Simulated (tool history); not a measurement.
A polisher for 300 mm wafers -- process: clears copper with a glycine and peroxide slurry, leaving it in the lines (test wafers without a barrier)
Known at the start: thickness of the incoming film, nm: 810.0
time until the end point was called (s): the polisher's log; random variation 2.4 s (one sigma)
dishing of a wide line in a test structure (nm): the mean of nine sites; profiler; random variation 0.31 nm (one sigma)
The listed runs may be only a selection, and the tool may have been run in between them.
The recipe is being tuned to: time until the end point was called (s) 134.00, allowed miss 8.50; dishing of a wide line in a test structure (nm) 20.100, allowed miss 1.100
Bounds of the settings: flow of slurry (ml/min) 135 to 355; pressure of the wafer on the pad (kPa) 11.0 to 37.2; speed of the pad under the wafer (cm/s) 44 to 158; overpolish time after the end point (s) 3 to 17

run,day,flow of slurry (ml/min),pressure of the wafer on the pad (kPa),speed of the pad under the wafer (cm/s),overpolish time after the end point (s),time until the end point was called (s),dishing of a wide line in a test structure (nm)
1,0.000,225,24.1,100,9,122.29,29.277
2,0.346,225,24.1,74,9,148.47,24.779
3,0.683,225,24.8,74,8,152.92,22.590
4,0.779,225,26.2,74,7,144.66,21.441
5,1.121,225,26.2,60,7,162.79,19.102
6,1.404,225,27.6,60,7,165.28,19.745
7,1.438,225,29.0,64,6,149.06,18.969
8,1.625,225,29.6,64,6,143.10,18.695
9,1.654,225,29.6,64,6,143.56,18.457

5 candidate next runs follow, results not yet known. Just one meets every target within its allowed miss. Identify it.
A,1.683,265,27.6,58,7,?,?
B,1.683,220,29.6,52,7,?,?
C,1.683,285,31.7,64,6,?,?
D,1.683,255,30.3,52,7,?,?
E,1.683,265,29.6,68,5,?,?

move,time until the end point was called (s),dishing of a wide line in a test structure (nm)
A,160.15,20.246
B,169.27,19.353
C,133.79,20.694
D,161.51,20.151
E,136.71,17.339
A: brings the last run's worst result on target, with another outside its allowed miss
B: brings the last run's worst result on target, with another outside its allowed miss
C: each result inside its tolerance
D: brings the last run's worst result on target, with another outside its allowed miss
E: moves away from the targets compared with the last run
Correct choice: C, which meets every target
